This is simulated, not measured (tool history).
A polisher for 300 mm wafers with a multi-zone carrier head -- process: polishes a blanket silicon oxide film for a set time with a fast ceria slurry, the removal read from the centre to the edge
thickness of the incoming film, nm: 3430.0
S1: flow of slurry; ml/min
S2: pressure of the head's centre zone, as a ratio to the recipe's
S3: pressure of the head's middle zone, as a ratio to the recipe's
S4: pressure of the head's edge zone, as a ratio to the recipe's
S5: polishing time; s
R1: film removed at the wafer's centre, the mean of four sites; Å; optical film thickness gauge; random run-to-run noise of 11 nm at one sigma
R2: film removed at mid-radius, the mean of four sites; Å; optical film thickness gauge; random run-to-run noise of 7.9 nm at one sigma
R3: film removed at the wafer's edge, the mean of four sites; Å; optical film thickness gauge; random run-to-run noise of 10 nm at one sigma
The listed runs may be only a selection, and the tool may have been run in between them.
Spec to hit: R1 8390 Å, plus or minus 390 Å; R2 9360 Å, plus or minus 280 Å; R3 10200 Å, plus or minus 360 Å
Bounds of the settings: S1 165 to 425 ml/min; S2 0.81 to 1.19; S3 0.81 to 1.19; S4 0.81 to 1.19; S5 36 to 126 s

| run | day | S1 | S2 | S3 | S4 | S5 | R1 | R2 | R3 |
|---|---|---|---|---|---|---|---|---|---|
| 1 | 0 | 275 | 1 | 1 | 1 | 81 | 10399 | 10233 | 10268 |
| 2 | 0.175 | 275 | 1 | 1 | 1 | 66 | 8390 | 8278.2 | 8390.9 |
| 3 | 0.488 | 275 | 0.93 | 1 | 1 | 66 | 7571 | 8187.2 | 8317.4 |
| 4 | 0.842 | 275 | 0.93 | 1 | 1.08 | 66 | 7751.5 | 8304.5 | 8734.4 |
| 5 | 1.117 | 280 | 0.92 | 1 | 1.11 | 68 | 7997.6 | 8619.7 | 9183.7 |
|  | 1.375 | slurry nozzle cleaned |
| 6 | 1.375 | 285 | 0.91 | 1 | 1.13 | 69 | 8295.7 | 9024.3 | 9538.2 |
| 7 | 1.533 | 290 | 0.9 | 1 | 1.15 | 69 | 8164.2 | 8952.9 | 9502.4 |
| 8 | 1.675 | 290 | 0.89 | 1 | 1.16 | 70 | 8202.8 | 9042.1 | 9733.4 |
| 9 | 2 | 295 | 0.89 | 1 | 1.17 | 70 | 8102.6 | 9053.9 | 9839.8 |

Which of these 4 next moves meets every target?
| A | 2.325 | 280 | 0.87 | 0.98 | 1.15 | 73 | ? | ? | ? |
| B | 2.325 | 300 | 0.85 | 0.96 | 1.15 | 69 | ? | ? | ? |
| C | 2.325 | 285 | 0.86 | 1.09 | 1.12 | 70 | ? | ? | ? |
| D | 2.325 | 275 | 0.93 | 1 | 1.15 | 69 | ? | ? | ? |

| move | R1 | R2 | R3 |
|---|---|---|---|
| A | 8553.1 | 9333.1 | 10098 |
| B | 7962.1 | 8770 | 9601.1 |
| C | 8129.3 | 9630.8 | 9555.6 |
| D | 8628.1 | 8918.9 | 9527.4 |
A: in spec on every target
B: further off than the last run
C: the furthest-off result lands on target, but another misses its tolerance
D: further off than the last run
A is the move that brings every result within its allowed miss.
